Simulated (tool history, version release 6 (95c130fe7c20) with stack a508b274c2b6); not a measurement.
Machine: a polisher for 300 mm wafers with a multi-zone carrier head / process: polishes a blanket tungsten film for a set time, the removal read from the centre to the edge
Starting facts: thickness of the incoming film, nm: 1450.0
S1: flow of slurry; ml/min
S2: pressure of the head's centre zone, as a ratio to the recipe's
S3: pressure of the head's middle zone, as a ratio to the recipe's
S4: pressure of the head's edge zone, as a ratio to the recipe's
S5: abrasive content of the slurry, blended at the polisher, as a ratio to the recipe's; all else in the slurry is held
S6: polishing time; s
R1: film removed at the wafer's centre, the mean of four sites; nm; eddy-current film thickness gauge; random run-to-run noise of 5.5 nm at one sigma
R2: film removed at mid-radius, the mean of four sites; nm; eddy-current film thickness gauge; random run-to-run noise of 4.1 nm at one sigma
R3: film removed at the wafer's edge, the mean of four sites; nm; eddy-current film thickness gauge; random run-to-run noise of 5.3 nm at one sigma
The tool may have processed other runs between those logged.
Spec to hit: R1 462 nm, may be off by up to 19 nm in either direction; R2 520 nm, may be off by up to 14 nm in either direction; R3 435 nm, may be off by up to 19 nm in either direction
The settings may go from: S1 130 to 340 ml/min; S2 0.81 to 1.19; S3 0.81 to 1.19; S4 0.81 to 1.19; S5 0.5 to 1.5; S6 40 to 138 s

| run | hour | S1 | S2 | S3 | S4 | S5 | S6 | R1 | R2 | R3 |
|---|---|---|---|---|---|---|---|---|---|---|
| 1 | 0 | 220 | 1 | 1 | 1 | 1 | 88 | 413.7 | 407.4 | 392.41 |
| 2 | 1.4 | 220 | 1 | 1 | 0.97 | 1 | 88 | 406.08 | 409.67 | 390.98 |
| 3 | 10.4 | 225 | 1 | 1.02 | 0.98 | 1.05 | 88 | 421.12 | 424.07 | 405.05 |
| 4 | 12 | 265 | 1 | 1.02 | 0.98 | 1.05 | 88 | 419.14 | 433.78 | 414.22 |
| 5 | 20.2 | 270 | 1.01 | 1.04 | 0.98 | 1.05 | 88 | 420.09 | 440.98 | 413.93 |
| 6 | 28.9 | 270 | 1.02 | 1.06 | 0.98 | 1.05 | 88 | 441.12 | 449.12 | 413.34 |
| 7 | 32.6 | 275 | 1.02 | 1.08 | 0.98 | 1.05 | 88 | 438.33 | 462.61 | 409.32 |
| 8 | 39.1 | 280 | 1.02 | 1.09 | 0.98 | 1.05 | 88 | 435.01 | 468.42 | 414.16 |
| 9 | 47.3 | 285 | 1.02 | 1.1 | 0.98 | 1.05 | 88 | 434.3 | 468.42 | 412.39 |
| 10 | 49.1 | 290 | 1.02 | 1.11 | 0.98 | 1.05 | 88 | 436.06 | 472.29 | 422.41 |
| 11 | 50.3 | 290 | 1.02 | 1.12 | 0.98 | 1.05 | 88 | 440.13 | 474.81 | 422.13 |
| 12 | 58.2 | 290 | 1.02 | 1.12 | 0.98 | 1.05 | 88 | 437.02 | 469.23 | 414.79 |
| 13 | 61.5 | 295 | 1.02 | 1.13 | 0.98 | 1.05 | 88 | 435.63 | 477.04 | 407.79 |
| 14 | 66 | 300 | 1.02 | 1.14 | 0.98 | 1.05 | 88 | 433.62 | 487.08 | 415.66 |
| 15 | 69.6 | 300 | 1.02 | 1.14 | 0.98 | 1.05 | 88 | 445.43 | 478.38 | 417.97 |
| 16 | 70.9 | 300 | 1.02 | 1.15 | 0.98 | 1.05 | 88 | 447.19 | 487.56 | 420.22 |
| 17 | 75.3 | 300 | 1.02 | 1.16 | 0.98 | 1.05 | 88 | 446.73 | 490.86 | 406.52 |
| 18 | 80.1 | 305 | 1.02 | 1.16 | 0.98 | 1.05 | 88 | 442.18 | 490.9 | 407.85 |
| 19 | 88 | 315 | 1.02 | 1.17 | 1 | 1.1 | 88 | 456.41 | 493.7 | 419.95 |

Exactly one of the 5 candidate moves below puts every result within its allowed miss. Which one?
| A | 95.9 | 310 | 1.1 | 1.19 | 1.05 | 1.1 | 81 | ? | ? | ? |
| B | 95.9 | 290 | 1.02 | 1.02 | 1.06 | 1.15 | 90 | ? | ? | ? |
| C | 95.9 | 305 | 1.04 | 1.19 | 1.02 | 1.05 | 91 | ? | ? | ? |
| D | 95.9 | 270 | 1.07 | 1.16 | 0.95 | 1.15 | 87 | ? | ? | ? |
| E | 95.9 | 340 | 0.94 | 0.94 | 0.86 | 0.7 | 112 | ? | ? | ? |

| move | R1 | R2 | R3 |
|---|---|---|---|
| A | 436.06 | 472.86 | 401.59 |
| B | 450.4 | 462.87 | 452.28 |
| C | 456.52 | 524.09 | 438.82 |
| D | 453.37 | 495.48 | 411.37 |
| E | 460.1 | 479.19 | 452.89 |
A: moves away from the targets compared with the last run
B: moves away from the targets compared with the last run
C: in spec on every target
D: an improvement on the last run, though not all results are within tolerance
E: moves away from the targets compared with the last run
Go with C: it meets all targets.
